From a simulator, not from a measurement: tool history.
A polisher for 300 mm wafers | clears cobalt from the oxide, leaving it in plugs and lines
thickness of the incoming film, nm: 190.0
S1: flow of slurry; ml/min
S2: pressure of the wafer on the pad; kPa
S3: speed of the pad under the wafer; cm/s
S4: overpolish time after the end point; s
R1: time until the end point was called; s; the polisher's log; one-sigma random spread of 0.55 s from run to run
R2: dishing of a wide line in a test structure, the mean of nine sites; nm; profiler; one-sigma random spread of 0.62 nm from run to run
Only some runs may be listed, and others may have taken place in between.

Run 1, day 0.000: S1 235 ml/min, S2 15.2 kPa, S3 90 cm/s, S4 17 s. Result: R1 50.297 s, R2 42.256 nm.
Run 2, day 0.200: S1 265 ml/min, S2 15.2 kPa, S3 90 cm/s, S4 17 s. Result: R1 50.262 s, R2 42.186 nm.
Run 3, day 0.400: S1 210 ml/min, S2 15.2 kPa, S3 90 cm/s, S4 17 s. Result: R1 51.426 s, R2 41.979 nm.
Run 4, day 0.442: S1 215 ml/min, S2 15.2 kPa, S3 90 cm/s, S4 14 s. Result: R1 51.244 s, R2 36.575 nm.
Run 5, day 0.612: S1 215 ml/min, S2 15.2 kPa, S3 110 cm/s, S4 14 s. Result: R1 42.917 s, R2 40.895 nm.
Run 6, day 0.875: S1 215 ml/min, S2 17.9 kPa, S3 110 cm/s, S4 14 s. Result: R1 37.363 s, R2 42.859 nm.
Run 7, day 0.912: S1 215 ml/min, S2 16.5 kPa, S3 110 cm/s, S4 12 s. Result: R1 39.075 s, R2 40.022 nm.

Predict the results of run 8:
Run 8, day 1.283: S1 210 ml/min, S2 12.4 kPa, S3 102 cm/s, S4 5 s. Result: R1 ?, R2 ?.

Run 8 came out at R1 54.251 s, R2 16.246 nm.
